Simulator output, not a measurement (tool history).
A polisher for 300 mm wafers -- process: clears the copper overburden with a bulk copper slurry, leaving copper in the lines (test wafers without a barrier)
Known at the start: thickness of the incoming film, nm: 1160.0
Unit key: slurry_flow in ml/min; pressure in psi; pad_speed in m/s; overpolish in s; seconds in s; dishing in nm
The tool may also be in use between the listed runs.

| run | hour | slurry_flow | pressure | pad_speed | slurry_solids | overpolish | seconds | dishing |
|---|---|---|---|---|---|---|---|---|
| 1 | 0 | 260 | 3.2 | 0.86 | 1 | 14 | 163.91 | 62.38 |
| 2 | 3.3 | 260 | 3.2 | 0.86 | 1 | 9 | 163.69 | 42.599 |
| 3 | 10.2 | 260 | 3.4 | 0.86 | 1 | 12 | 157.49 | 56.723 |
| 4 | 18.2 | 260 | 3.4 | 0.86 | 1.15 | 12 | 151.11 | 59.581 |
| 5 | 21.1 | 265 | 3.5 | 0.86 | 1.15 | 14 | 148.06 | 66.428 |
| 6 | 27.7 | 265 | 3 | 0.86 | 1.15 | 14 | 164.86 | 63.337 |
| 7 | 31.5 | 270 | 3.2 | 0.86 | 1.15 | 15 | 157.43 | 65.052 |
| 8 | 38 | 270 | 3.4 | 0.86 | 1.15 | 16 | 150.49 | 71.411 |

What does the tool deliver on the next run?
| 9 | 44.2 | 270 | 3.5 | 0.86 | 1.15 | 17 | ? | ? |

seconds: 147.95 s
dishing: 75.97 nm
